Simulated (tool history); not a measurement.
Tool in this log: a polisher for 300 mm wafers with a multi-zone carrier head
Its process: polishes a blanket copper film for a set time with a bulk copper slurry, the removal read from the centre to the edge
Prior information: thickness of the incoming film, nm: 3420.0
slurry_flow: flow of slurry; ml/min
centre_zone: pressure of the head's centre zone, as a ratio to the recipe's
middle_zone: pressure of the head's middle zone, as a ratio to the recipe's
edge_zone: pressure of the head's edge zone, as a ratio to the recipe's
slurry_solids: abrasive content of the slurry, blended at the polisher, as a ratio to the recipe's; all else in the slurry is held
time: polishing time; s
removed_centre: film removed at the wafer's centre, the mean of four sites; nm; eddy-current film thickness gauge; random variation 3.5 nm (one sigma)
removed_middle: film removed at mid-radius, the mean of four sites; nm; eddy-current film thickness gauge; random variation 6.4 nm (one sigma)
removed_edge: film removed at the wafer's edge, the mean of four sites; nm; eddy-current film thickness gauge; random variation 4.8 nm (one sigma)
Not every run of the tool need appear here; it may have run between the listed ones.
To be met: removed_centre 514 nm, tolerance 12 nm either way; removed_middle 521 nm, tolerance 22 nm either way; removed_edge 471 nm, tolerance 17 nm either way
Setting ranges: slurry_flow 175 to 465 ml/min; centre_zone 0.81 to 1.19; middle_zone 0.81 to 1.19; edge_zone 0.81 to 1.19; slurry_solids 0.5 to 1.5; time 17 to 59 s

run,hour,slurry_flow,centre_zone,middle_zone,edge_zone,slurry_solids,time,removed_centre,removed_middle,removed_edge
1,0,295,1,1,1,1,38,457.44,436.69,435.21
2,7.8,295,1,1,1,1.1,38,464.08,444.82,430.57
3,9.2,295,1,1,1,1.25,38,477.45,455.61,459.25
4,14.9,295,1,1,1,1.25,47,587.96,575.22,558.37
5,16.4,295,0.97,1,1,1.25,47,572.59,580.28,557.09
6,19.7,295,0.97,1,0.95,1.25,47,577.54,579.42,551.89
7,23.3,295,0.97,1,0.94,1.2,47,566.22,578.83,539.77
8,30.7,290,0.97,0.99,0.93,1.15,47,558.87,562.79,543.75
9,38.8,295,0.97,1,0.93,1.1,47,556.9,552.23,533.74
10,40.3,295,0.97,1,0.93,1.1,47,557.03,569.89,524.18
11,46.9,295,0.97,1,0.92,1.05,47,550.55,552.38,520.32
12,53.2,295,0.97,1,0.91,1,47,544.49,549.92,517
13,61.5,295,0.97,1,0.9,0.95,47,536.41,554.91,505.89
14,64.5,295,0.97,1,0.89,0.95,47,535.71,535.78,511.14

Next run, 4 choices. One meets every target within its allowed miss, the rest don't. Which?
A,67.5,255,1.04,1.09,0.96,0.95,43,?,?,?
B,67.5,330,1.01,0.91,0.9,1.05,48,?,?,?
C,67.5,280,1.04,1.04,0.91,0.9,47,?,?,?
D,67.5,290,0.84,0.94,0.96,0.9,53,?,?,?

move,removed_centre,removed_middle,removed_edge
A,518.3,522.53,469.3
B,593.53,527.91,539.95
C,566.25,547.99,503.73
D,520.25,570.29,578.94
A: in spec on every target
B: the biggest miss grows against the last run
C: the biggest miss grows against the last run
D: the biggest miss grows against the last run
Go with A: it meets all targets.
